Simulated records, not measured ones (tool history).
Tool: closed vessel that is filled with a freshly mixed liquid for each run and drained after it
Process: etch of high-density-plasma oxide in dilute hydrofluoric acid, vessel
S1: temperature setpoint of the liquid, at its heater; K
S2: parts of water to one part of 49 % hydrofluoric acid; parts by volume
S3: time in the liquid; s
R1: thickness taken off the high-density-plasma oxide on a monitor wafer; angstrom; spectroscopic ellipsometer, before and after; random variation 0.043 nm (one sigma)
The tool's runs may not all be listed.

{"run": 1, "hour": 0.0, "S1": 299.15, "S2": 240, "S3": 175, "R1": 31.338}
{"run": 2, "hour": 5.5, "S1": 300.65, "S2": 240, "S3": 175, "R1": 33.003}
{"run": 3, "hour": 11.2, "S1": 300.65, "S2": 240, "S3": 175, "R1": 32.736}
{"run": 4, "hour": 12.8, "S1": 302.15, "S2": 230, "S3": 175, "R1": 36.226}
{"run": 5, "hour": 21.5, "S1": 303.15, "S2": 225, "S3": 175, "R1": 38.608}
{"run": 6, "hour": 30.1, "S1": 303.15, "S2": 225, "S3": 115, "R1": 25.606}
{"run": 7, "hour": 31.9, "S1": 303.15, "S2": 225, "S3": 115, "R1": 25.304}
{"run": 8, "hour": 40.4, "S1": 302.65, "S2": 190, "S3": 115, "R1": 31.02}

Forecast run 9:
{"run": 9, "hour": 41.5, "S1": 302.65, "S2": 160, "S3": 115, "R1": "?"}

{"run 9": {"R1": 37.95}}

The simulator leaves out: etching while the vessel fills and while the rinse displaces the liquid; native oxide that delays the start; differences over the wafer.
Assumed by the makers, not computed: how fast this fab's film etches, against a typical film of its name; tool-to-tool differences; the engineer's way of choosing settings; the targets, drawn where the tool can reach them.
